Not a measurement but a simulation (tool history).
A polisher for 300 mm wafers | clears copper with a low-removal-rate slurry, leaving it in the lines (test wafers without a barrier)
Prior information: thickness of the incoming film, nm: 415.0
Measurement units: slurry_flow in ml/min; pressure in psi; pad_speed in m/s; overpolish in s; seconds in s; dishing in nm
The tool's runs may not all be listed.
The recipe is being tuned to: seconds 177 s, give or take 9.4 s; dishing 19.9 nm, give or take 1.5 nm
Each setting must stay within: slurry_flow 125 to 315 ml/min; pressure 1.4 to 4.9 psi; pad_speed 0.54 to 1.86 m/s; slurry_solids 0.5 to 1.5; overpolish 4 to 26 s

| run | hour | slurry_flow | pressure | pad_speed | slurry_solids | overpolish | seconds | dishing |
|---|---|---|---|---|---|---|---|---|
| 1 | 0 | 205 | 3.1 | 1.18 | 1 | 13 | 132.44 | 27.669 |
| 2 | 5.9 | 205 | 3.1 | 1.18 | 1.15 | 13 | 128.02 | 28.22 |
| 3 | 7.7 | 205 | 2.9 | 1.18 | 1.15 | 13 | 139.08 | 26.769 |
| 4 | 12 | 205 | 2.8 | 1.18 | 1.15 | 13 | 138.17 | 26.449 |
| 5 | 20.7 | 205 | 2.6 | 1.18 | 1.15 | 13 | 155.11 | 24.273 |
| 6 | 28.1 | 205 | 2.6 | 1.18 | 1.15 | 18 | 156.29 | 32.234 |
| 7 | 32.7 | 205 | 2.5 | 1.18 | 1.15 | 17 | 157.94 | 29.52 |
| 8 | 39.4 | 205 | 2.4 | 1.18 | 1.15 | 16 | 165.16 | 27.171 |
|  | 40.7 | worn pad replaced by a new one |
| 9 | 40.7 | 205 | 2.3 | 1.18 | 1.15 | 15 | 158.47 | 25.759 |
| 10 | 44.4 | 205 | 2.2 | 1.18 | 1.15 | 15 | 166.17 | 25.083 |

Which single option among these 5 for the next run brings every result within its allowed miss of target? Just one does.
| A | 48.1 | 160 | 2.3 | 1.22 | 1 | 21 | ? | ? |
| B | 48.1 | 220 | 2.2 | 0.98 | 1.35 | 11 | ? | ? |
| C | 48.1 | 235 | 2.3 | 1.26 | 1.05 | 15 | ? | ? |
| D | 48.1 | 125 | 2.1 | 1.12 | 1.35 | 18 | ? | ? |
| E | 48.1 | 245 | 2 | 1.18 | 1.3 | 12 | ? | ? |

| move | seconds | dishing |
|---|---|---|
| A | 159.66 | 35.059 |
| B | 187.57 | 16.987 |
| C | 145.01 | 28.476 |
| D | 191.24 | 26.077 |
| E | 170.42 | 20.039 |
A: moves away from the targets compared with the last run
B: moves the result that the last run missed by most past its target, out the other side
C: moves away from the targets compared with the last run
D: moves away from the targets compared with the last run
E: every result lands within tolerance
E is the move that brings every result within its allowed miss.
